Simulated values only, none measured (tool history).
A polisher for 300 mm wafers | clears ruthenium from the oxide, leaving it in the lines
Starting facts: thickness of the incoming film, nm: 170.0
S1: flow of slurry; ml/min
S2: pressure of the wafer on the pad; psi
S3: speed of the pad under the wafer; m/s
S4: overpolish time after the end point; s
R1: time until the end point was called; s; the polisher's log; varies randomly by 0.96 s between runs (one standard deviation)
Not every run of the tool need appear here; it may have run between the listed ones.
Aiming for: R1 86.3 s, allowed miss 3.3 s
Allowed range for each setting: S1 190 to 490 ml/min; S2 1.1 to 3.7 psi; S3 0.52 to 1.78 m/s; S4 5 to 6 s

run	day	S1	S2	S3	S4	R1
1	0	315	2.4	1.14	6	102.68
2	0.2	315	2.5	1.14	6	98.696
3	0.483	315	2.5	1	6	113.23
4	0.75	390	2.5	1	6	108.98
5	1.021	390	2.5	1	5	108.51
6	1.246	390	2.6	1	5	104.65
7	1.275	390	2.6	1	5	106.85
8	1.329	390	2.7	1	5	105.39
9	1.492	390	2.8	1	5	98.771
10	1.692	390	2.9	1	5	96.42
11	2	390	3.1	1	5	88.795

Which single option among these 5 for the next run brings every result within its allowed miss of target? Just one does.
A	2.308	435	3.2	0.94	6	?
B	2.308	470	2.8	1.04	5	?
C	2.308	430	2.9	1.1	6	?
D	2.308	365	2.9	1	5	?
E	2.308	420	3.2	0.92	6	?

move	R1
A	90.668
B	93.239
C	85.809
D	95.182
E	92.776
A: misses by more than the last run did
B: misses by more than the last run did
C: meets every target
D: misses by more than the last run did
E: misses by more than the last run did
Go with C: it meets all targets.
